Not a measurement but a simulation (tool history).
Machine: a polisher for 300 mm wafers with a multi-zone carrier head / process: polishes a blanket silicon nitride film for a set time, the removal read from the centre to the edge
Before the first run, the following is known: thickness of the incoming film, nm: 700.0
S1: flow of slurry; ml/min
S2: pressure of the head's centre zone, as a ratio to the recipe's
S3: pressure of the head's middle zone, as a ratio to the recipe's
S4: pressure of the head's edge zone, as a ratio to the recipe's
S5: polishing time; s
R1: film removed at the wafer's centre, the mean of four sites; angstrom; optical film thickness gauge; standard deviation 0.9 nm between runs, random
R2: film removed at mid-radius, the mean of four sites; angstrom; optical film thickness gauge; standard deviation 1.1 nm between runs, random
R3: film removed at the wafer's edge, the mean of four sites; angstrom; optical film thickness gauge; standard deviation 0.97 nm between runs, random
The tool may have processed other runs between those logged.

{"run": 1, "hour": 0.0, "S1": 300, "S2": 1.0, "S3": 1.0, "S4": 1.0, "S5": 75, "R1": 1552.2, "R2": 1559.2, "R3": 1480.9}
{"run": 2, "hour": 7.6, "S1": 295, "S2": 0.97, "S3": 1.0, "S4": 0.97, "S5": 65, "R1": 1304.5, "R2": 1374.1, "R3": 1272.5}
{"run": 3, "hour": 12.8, "S1": 295, "S2": 1.02, "S3": 1.0, "S4": 0.97, "S5": 65, "R1": 1377.8, "R2": 1358.4, "R3": 1284.3}
{"run": 4, "hour": 14.1, "S1": 295, "S2": 1.07, "S3": 1.0, "S4": 0.97, "S5": 65, "R1": 1408.0, "R2": 1361.7, "R3": 1266.3}
{"run": 5, "hour": 21.8, "S1": 295, "S2": 0.99, "S3": 1.0, "S4": 0.97, "S5": 65, "R1": 1310.3, "R2": 1361.0, "R3": 1264.9}
{"run": 6, "hour": 23.6, "S1": 295, "S2": 0.97, "S3": 0.99, "S4": 0.94, "S5": 58, "R1": 1159.3, "R2": 1211.9, "R3": 1135.2}

The next listed run, before its measurement:
{"run": 7, "hour": 25.9, "S1": 295, "S2": 0.95, "S3": 1.0, "S4": 0.91, "S5": 53, "R1": "?", "R2": "?", "R3": "?"}

R1: 1033.9 angstrom
R2: 1116.6 angstrom
R3: 994.55 angstrom
